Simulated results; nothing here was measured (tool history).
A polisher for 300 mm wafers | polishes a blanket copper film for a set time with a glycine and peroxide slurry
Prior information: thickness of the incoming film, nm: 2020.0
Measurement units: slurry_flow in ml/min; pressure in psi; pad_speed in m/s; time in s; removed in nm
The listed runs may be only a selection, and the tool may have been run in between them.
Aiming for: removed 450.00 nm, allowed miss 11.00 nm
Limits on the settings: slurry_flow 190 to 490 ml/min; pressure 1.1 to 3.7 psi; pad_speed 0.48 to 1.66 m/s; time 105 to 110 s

run 1 hour=0.0 | slurry_flow=315 pressure=2.4 pad_speed=1.06 time=105 | removed=556.96
run 2 hour=5.6 | slurry_flow=245 pressure=2.4 pad_speed=1.06 time=105 | removed=542.04
run 3 hour=12.9 | slurry_flow=245 pressure=2.4 pad_speed=1.06 time=110 | removed=572.43
run 4 hour=20.4 | slurry_flow=240 pressure=2.3 pad_speed=1.06 time=110 | removed=553.60
run 5 hour=29.1 | slurry_flow=290 pressure=2.3 pad_speed=1.06 time=110 | removed=562.47
run 6 hour=35.2 | slurry_flow=290 pressure=2.2 pad_speed=1.06 time=110 | removed=545.42
run 7 hour=40.9 | slurry_flow=285 pressure=2.1 pad_speed=1.06 time=110 | removed=526.16
run 8 hour=47.7 | slurry_flow=280 pressure=2.0 pad_speed=1.06 time=110 | removed=508.04
run 9 hour=48.2 | slurry_flow=275 pressure=2.0 pad_speed=1.06 time=110 | removed=508.41
run 10 hour=54.6 | slurry_flow=265 pressure=1.8 pad_speed=1.06 time=110 | removed=469.07
run 11 hour=63.5 | slurry_flow=260 pressure=1.8 pad_speed=1.06 time=110 | removed=464.57
run 12 hour=69.4 | slurry_flow=255 pressure=1.8 pad_speed=1.06 time=110 | removed=459.35

Of the 4 settings listed for the next run, only one would bring every result within its allowed miss of target. Which one?
run A hour=75.3 | slurry_flow=285 pressure=1.9 pad_speed=0.96 time=108 | removed=?
run B hour=75.3 | slurry_flow=280 pressure=1.5 pad_speed=1.14 time=110 | removed=?
run C hour=75.3 | slurry_flow=270 pressure=1.8 pad_speed=1.00 time=105 | removed=?
run D hour=75.3 | slurry_flow=240 pressure=1.8 pad_speed=1.14 time=110 | removed=?

move=A removed=453.77
move=B removed=429.64
move=C removed=431.46
move=D removed=478.95
A: every result lands within tolerance
B: pushes the last run's worst result past its target
C: pushes the last run's worst result past its target
D: misses by more than the last run did
A meets every target.

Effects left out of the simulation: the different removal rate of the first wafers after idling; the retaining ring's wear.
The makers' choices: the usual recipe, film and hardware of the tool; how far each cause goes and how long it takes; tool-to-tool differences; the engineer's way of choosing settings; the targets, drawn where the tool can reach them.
